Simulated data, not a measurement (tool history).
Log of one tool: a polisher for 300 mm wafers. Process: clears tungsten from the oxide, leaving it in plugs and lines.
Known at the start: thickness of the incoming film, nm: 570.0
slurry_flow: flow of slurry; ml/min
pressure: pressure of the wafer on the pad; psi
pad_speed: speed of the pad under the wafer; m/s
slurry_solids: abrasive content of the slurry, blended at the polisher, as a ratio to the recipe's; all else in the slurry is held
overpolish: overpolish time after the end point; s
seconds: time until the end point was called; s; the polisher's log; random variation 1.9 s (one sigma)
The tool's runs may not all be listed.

run 1 hour=0.0 | slurry_flow=295 pressure=3.9 pad_speed=1.30 slurry_solids=1.0 overpolish=19 | seconds=94.867
run 2 hour=7.2 | slurry_flow=295 pressure=3.4 pad_speed=1.22 slurry_solids=1.0 overpolish=19 | seconds=116.470
run 3 hour=12.2 | slurry_flow=295 pressure=3.1 pad_speed=1.22 slurry_solids=1.0 overpolish=19 | seconds=125.340
run 4 hour=15.8 | slurry_flow=295 pressure=2.4 pad_speed=1.22 slurry_solids=1.0 overpolish=19 | seconds=161.500
run 5 hour=22.9 | slurry_flow=295 pressure=2.4 pad_speed=1.50 slurry_solids=1.0 overpolish=19 | seconds=131.500
run 6 hour=23.6 | slurry_flow=295 pressure=2.3 pad_speed=1.40 slurry_solids=1.0 overpolish=19 | seconds=145.420
run 7 hour=29.4 | slurry_flow=295 pressure=2.2 pad_speed=1.32 slurry_solids=1.0 overpolish=19 | seconds=161.060
run 8 hour=31.9 | slurry_flow=290 pressure=1.8 pad_speed=1.02 slurry_solids=1.0 overpolish=19 | seconds=248.720
run 9 hour=33.4 | slurry_flow=300 pressure=1.9 pad_speed=1.02 slurry_solids=1.0 overpolish=19 | seconds=233.450

The next listed run, before its measurement:
run 10 hour=41.9 | slurry_flow=305 pressure=1.9 pad_speed=1.02 slurry_solids=1.0 overpolish=19 | seconds=?

Run 10 gave seconds 234.670 s.

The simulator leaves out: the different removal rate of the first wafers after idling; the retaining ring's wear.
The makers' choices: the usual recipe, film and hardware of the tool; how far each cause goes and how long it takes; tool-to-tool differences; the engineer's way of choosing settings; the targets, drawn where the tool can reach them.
